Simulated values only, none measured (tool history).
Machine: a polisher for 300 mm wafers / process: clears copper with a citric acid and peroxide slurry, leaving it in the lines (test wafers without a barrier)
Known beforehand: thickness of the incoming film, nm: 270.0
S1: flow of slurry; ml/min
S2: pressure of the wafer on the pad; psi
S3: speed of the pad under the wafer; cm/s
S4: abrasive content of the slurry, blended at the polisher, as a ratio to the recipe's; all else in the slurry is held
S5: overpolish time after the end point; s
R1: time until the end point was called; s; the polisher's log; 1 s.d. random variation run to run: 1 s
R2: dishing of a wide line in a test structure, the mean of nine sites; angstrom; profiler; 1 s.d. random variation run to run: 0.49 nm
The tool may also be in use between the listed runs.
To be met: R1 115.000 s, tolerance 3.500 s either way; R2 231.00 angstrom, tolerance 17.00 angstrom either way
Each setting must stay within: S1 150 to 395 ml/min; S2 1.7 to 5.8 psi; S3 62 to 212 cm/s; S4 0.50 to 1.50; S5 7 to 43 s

run    day   S1   S2   S3    S4  S5       R1      R2
  1  0.000  250  3.7  136  1.00  22   60.021  521.83
  2  0.262  250  3.1  132  1.00  19   72.856  413.08
  3  0.604  250  2.7  130  1.00  17   83.660  340.28
  4  0.667  250  2.7  130  1.00  12   82.539  255.49
  5  0.721  245  2.4  128  1.00  13   93.374  242.32
  6  0.971  245  2.4  128  1.00  20   94.129  344.42
  7  1.083  240  2.2  128  1.00  19  102.500  305.30
  8  1.142  225  2.1  128  1.00  18  106.480  272.99
  9  1.304  210  2.1  128  1.00  18  106.400  297.22
 10  1.592  210  2.0  128  1.00  17  113.280  257.50

Pick the move, out of 4, that brings all results within their allowed miss; only one does.
  A  1.879  245  2.2  108  1.15  15   ?   ?
  B  1.879  185  1.7  126  1.25  19   ?   ?
  C  1.879  160  2.3  126  1.00  14   ?   ?
  D  1.879  280  1.8  122  1.05  21   ?   ?

move       R1      R2
   A  115.290  230.43
   B  125.480  259.07
   C  105.400  234.73
   D  122.780  286.75
A: in spec on every target
B: further off than the last run
C: meets the target for the result that was furthest off, but another lies outside its allowed miss
D: further off than the last run
Move A is the one to make.
